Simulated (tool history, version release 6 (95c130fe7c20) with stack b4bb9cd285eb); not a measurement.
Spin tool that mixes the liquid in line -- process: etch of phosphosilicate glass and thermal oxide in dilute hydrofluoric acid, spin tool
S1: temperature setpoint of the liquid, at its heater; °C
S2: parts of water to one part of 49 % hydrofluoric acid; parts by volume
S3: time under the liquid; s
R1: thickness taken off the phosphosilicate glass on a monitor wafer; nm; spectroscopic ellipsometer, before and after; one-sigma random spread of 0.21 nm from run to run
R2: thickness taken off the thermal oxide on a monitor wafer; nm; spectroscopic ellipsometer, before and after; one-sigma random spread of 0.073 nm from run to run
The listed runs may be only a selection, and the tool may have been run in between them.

run	hour	S1	S2	S3	R1	R2
1	0.0	23.0	170	30	9.1308	0.61933
2	7.3	24.5	150	30	11.3490	0.75549
3	13.8	24.5	120	30	14.6610	1.03560
4	20.1	26.0	115	30	16.1960	1.20120
5	23.1	26.5	110	30	17.7200	1.26040
6	27.6	25.0	110	30	16.5880	1.01080

Expected results for the next run?
7	35.6	25.5	105	30	?	?

{"run 7": {"R1": 17.743, "R2": 1.1841}}
